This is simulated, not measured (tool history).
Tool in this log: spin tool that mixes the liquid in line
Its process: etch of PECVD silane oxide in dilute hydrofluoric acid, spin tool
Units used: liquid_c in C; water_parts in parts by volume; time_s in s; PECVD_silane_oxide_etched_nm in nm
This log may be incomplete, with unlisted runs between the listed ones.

run,day,liquid_c,water_parts,time_s,PECVD_silane_oxide_etched_nm
1,0,23,250,250,13.629
2,0.296,23,220,250,15.958
3,0.346,24.5,220,250,16.626
4,0.517,24.5,135,250,29.929
5,0.667,24.5,60,250,74.082
6,0.783,24.5,85,250,50.342
7,1.029,24.5,105,250,40.177
8,1.362,24.5,105,250,39.911
9,1.508,25,120,250,35.02
10,1.596,25,120,250,34.765
11,1.621,26,125,250,34.917
12,1.762,26,135,250,31.418
13,1.821,22,150,250,24.133
14,1.954,21.5,150,250,23.594

What does the tool deliver on the next run?
15,2.242,21,150,250,?

{"run 15": {"PECVD_silane_oxide_etched_nm": 23.211}}
